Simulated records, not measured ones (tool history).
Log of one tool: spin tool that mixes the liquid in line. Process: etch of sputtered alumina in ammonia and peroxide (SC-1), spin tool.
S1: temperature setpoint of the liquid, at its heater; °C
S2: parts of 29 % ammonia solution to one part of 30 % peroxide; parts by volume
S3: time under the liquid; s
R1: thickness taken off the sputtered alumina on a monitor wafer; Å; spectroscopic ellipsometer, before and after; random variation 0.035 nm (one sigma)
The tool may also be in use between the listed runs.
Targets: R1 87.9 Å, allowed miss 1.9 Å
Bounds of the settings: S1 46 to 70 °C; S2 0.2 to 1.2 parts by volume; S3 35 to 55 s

run 1 hour=0 | S1=62 S2=0.9 S3=55 | R1=68.097
run 2 hour=4.4 | S1=69 S2=0.9 S3=55 | R1=96.705
run 3 hour=6.8 | S1=70 S2=0.9 S3=55 | R1=101.36
run 4 hour=13.6 | S1=70 S2=0.9 S3=55 | R1=101.24
run 5 hour=15.5 | S1=70 S2=0.8 S3=55 | R1=99.045
run 6 hour=24.6 | S1=69.5 S2=0.8 S3=55 | R1=97.432
run 7 hour=26.3 | S1=69 S2=0.8 S3=55 | R1=94.763
run 8 hour=32.1 | S1=68 S2=0.8 S3=55 | R1=90.382

5 next moves are on the table. One of them brings every result within its allowed miss. Which?
run A hour=37.9 | S1=67.5 S2=0.7 S3=55 | R1=?
run B hour=37.9 | S1=68 S2=0.85 S3=55 | R1=?
run C hour=37.9 | S1=66.5 S2=0.75 S3=55 | R1=?
run D hour=37.9 | S1=70 S2=0.85 S3=50 | R1=?
run E hour=37.9 | S1=67.5 S2=1.2 S3=55 | R1=?

move=A R1=87.609
move=B R1=91.426
move=C R1=83.967
move=D R1=91.544
move=E R1=92.175
A: meets every target
B: further off than the last run
C: takes the result that was furthest off past its target
D: further off than the last run
E: further off than the last run
Move A is the one to make.
